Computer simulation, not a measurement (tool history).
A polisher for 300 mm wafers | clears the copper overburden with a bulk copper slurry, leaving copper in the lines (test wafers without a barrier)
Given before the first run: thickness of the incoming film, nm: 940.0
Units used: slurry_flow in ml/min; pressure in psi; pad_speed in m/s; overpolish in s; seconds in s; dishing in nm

Run 1, hour 0.0: slurry_flow 165 ml/min, pressure 2.9 psi, pad_speed 1.12 m/s, slurry_solids 1.00, overpolish 26 s. Result: seconds 70.478 s, dishing 64.823 nm.
Run 2, hour 4.2: slurry_flow 165 ml/min, pressure 2.6 psi, pad_speed 1.24 m/s, slurry_solids 1.00, overpolish 22 s. Result: seconds 72.915 s, dishing 62.985 nm.
Run 3, hour 12.0: slurry_flow 165 ml/min, pressure 2.6 psi, pad_speed 1.24 m/s, slurry_solids 1.00, overpolish 11 s. Result: seconds 72.993 s, dishing 51.041 nm.
Run 4, hour 16.4: slurry_flow 150 ml/min, pressure 2.6 psi, pad_speed 1.24 m/s, slurry_solids 1.00, overpolish 11 s. Result: seconds 73.280 s, dishing 50.475 nm.
Run 5, hour 22.3: slurry_flow 140 ml/min, pressure 2.6 psi, pad_speed 1.26 m/s, slurry_solids 1.05, overpolish 10 s. Result: seconds 74.985 s, dishing 47.748 nm.
Run 6, hour 26.2: slurry_flow 135 ml/min, pressure 2.6 psi, pad_speed 1.26 m/s, slurry_solids 1.10, overpolish 10 s. Result: seconds 72.763 s, dishing 49.163 nm.
Run 7, hour 27.7: slurry_flow 130 ml/min, pressure 2.6 psi, pad_speed 1.30 m/s, slurry_solids 1.00, overpolish 10 s. Result: seconds 74.181 s, dishing 49.656 nm.
Run 8, hour 29.5: slurry_flow 125 ml/min, pressure 2.6 psi, pad_speed 1.30 m/s, slurry_solids 1.10, overpolish 10 s. Result: seconds 72.026 s, dishing 48.960 nm.
Run 9, hour 36.9: slurry_flow 100 ml/min, pressure 1.8 psi, pad_speed 1.50 m/s, slurry_solids 1.35, overpolish 8 s. Result: seconds 90.685 s, dishing 35.504 nm.
Run 10, hour 44.1: slurry_flow 115 ml/min, pressure 1.9 psi, pad_speed 1.50 m/s, slurry_solids 1.35, overpolish 9 s. Result: seconds 82.715 s, dishing 40.725 nm.

Run 11 is up next; what results do you expect?
Run 11, hour 51.2: slurry_flow 115 ml/min, pressure 1.9 psi, pad_speed 1.52 m/s, slurry_solids 1.35, overpolish 9 s. Result: seconds ?, dishing ?.

seconds: 82.083 s
dishing: 41.974 nm
